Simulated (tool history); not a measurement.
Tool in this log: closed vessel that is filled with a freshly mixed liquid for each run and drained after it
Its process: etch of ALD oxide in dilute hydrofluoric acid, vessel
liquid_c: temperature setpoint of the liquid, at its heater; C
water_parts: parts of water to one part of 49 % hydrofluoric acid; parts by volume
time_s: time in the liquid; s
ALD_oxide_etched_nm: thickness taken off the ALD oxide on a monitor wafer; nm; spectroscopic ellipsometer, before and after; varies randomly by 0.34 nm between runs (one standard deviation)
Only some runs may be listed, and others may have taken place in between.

run	hour	liquid_c	water_parts	time_s	ALD_oxide_etched_nm
1	0.0	24.0	65	65	20.470
2	4.1	25.0	60	65	23.554
3	7.2	25.0	70	65	19.829
4	8.0	26.0	65	65	22.427
5	16.8	26.0	80	65	17.864
6	18.7	26.5	75	65	19.512
7	24.1	27.0	70	65	21.482
8	25.3	31.0	45	65	40.109

What does the tool deliver on the next run?
# hour 28.6: hydrofluoric acid flow meter replaced
9	28.6	31.5	40	65	?

For run 9 the tool returned ALD_oxide_etched_nm 43.861 nm.
